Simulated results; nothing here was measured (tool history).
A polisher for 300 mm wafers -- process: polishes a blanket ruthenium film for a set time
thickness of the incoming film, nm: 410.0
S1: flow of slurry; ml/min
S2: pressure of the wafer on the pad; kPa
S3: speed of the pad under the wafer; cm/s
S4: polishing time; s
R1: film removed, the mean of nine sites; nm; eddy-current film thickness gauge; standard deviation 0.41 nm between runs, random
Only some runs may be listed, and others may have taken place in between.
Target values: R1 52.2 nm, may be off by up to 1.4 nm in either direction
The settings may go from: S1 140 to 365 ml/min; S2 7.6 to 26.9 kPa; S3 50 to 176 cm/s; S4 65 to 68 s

Run 1, hour 0: S1 235 ml/min, S2 17.2 kPa, S3 112 cm/s, S4 65 s. Result: R1 73.346 nm.
Run 2, hour 7: S1 230 ml/min, S2 15.2 kPa, S3 112 cm/s, S4 65 s. Result: R1 65.932 nm.
Run 3, hour 12.1: S1 230 ml/min, S2 13.8 kPa, S3 112 cm/s, S4 65 s. Result: R1 59.963 nm.
Run 4, hour 14.7: S1 230 ml/min, S2 13.8 kPa, S3 112 cm/s, S4 68 s. Result: R1 62.624 nm.
Run 5, hour 21.9: S1 230 ml/min, S2 13.1 kPa, S3 112 cm/s, S4 68 s. Result: R1 59.886 nm.
Run 6, hour 23: S1 230 ml/min, S2 9.7 kPa, S3 112 cm/s, S4 68 s. Result: R1 44.056 nm.
Run 7, hour 32: S1 230 ml/min, S2 10.3 kPa, S3 112 cm/s, S4 68 s. Result: R1 47.075 nm.
Run 8, hour 34.3: S1 230 ml/min, S2 11 kPa, S3 112 cm/s, S4 68 s. Result: R1 50.264 nm.

Next run, 5 choices. One meets every target within its allowed miss, the rest don't. Which?
Run A, hour 36.6: S1 230 ml/min, S2 15.2 kPa, S3 76 cm/s, S4 66 s. Result: R1 ?.
Run B, hour 36.6: S1 220 ml/min, S2 13.1 kPa, S3 88 cm/s, S4 67 s. Result: R1 ?.
Run C, hour 36.6: S1 295 ml/min, S2 12.4 kPa, S3 108 cm/s, S4 67 s. Result: R1 ?.
Run D, hour 36.6: S1 270 ml/min, S2 9.7 kPa, S3 140 cm/s, S4 65 s. Result: R1 ?.
Run E, hour 36.6: S1 220 ml/min, S2 10.3 kPa, S3 132 cm/s, S4 68 s. Result: R1 ?.

move      R1
   A  47.754
   B  47.573
   C  55.564
   D  53.258
   E  55.323
A: lands further from the targets than the last run did
B: lands further from the targets than the last run did
C: pushes the last run's worst result past its target
D: every result lands within tolerance
E: pushes the last run's worst result past its target
D meets every target.
